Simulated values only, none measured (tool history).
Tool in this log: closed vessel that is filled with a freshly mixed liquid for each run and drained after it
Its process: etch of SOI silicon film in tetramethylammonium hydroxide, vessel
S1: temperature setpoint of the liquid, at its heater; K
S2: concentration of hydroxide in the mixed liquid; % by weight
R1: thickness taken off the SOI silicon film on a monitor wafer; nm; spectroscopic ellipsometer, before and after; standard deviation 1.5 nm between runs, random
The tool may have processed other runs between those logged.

{"run": 1, "hour": 0.0, "S1": 337.15, "S2": 15, "time in the liquid (s)": 30, "R1": 125.25}
{"run": 2, "hour": 6.8, "S1": 337.15, "S2": 17.5, "time in the liquid (s)": 30, "R1": 118.88}
{"run": 3, "hour": 13.9, "S1": 339.15, "S2": 17.5, "time in the liquid (s)": 30, "R1": 133.45}
{"run": 4, "hour": 18.9, "S1": 339.15, "S2": 17.5, "time in the liquid (s)": 30, "R1": 133.75}
{"run": 5, "hour": 20.5, "S1": 340.65, "S2": 17.5, "time in the liquid (s)": 30, "R1": 146.36}
{"run": 6, "hour": 23.8, "S1": 338.65, "S2": 17.5, "time in the liquid (s)": 30, "R1": 129.02}
{"run": 7, "hour": 27.3, "S1": 340.15, "S2": 17.5, "time in the liquid (s)": 30, "R1": 142.14}
{"run": 8, "hour": 28.2, "S1": 341.15, "S2": 17.5, "time in the liquid (s)": 30, "R1": 151.84}
{"run": 9, "hour": 37.2, "S1": 341.65, "S2": 17.5, "time in the liquid (s)": 30, "R1": 155}
{"run": 10, "hour": 46.3, "S1": 342.15, "S2": 17.5, "time in the liquid (s)": 30, "R1": 159.94}

What will run 11 give?
{"run": 11, "hour": 49.8, "S1": 342.65, "S2": 17.5, "time in the liquid (s)": 30, "R1": "?"}

{"run 11": {"R1": 163.57}}

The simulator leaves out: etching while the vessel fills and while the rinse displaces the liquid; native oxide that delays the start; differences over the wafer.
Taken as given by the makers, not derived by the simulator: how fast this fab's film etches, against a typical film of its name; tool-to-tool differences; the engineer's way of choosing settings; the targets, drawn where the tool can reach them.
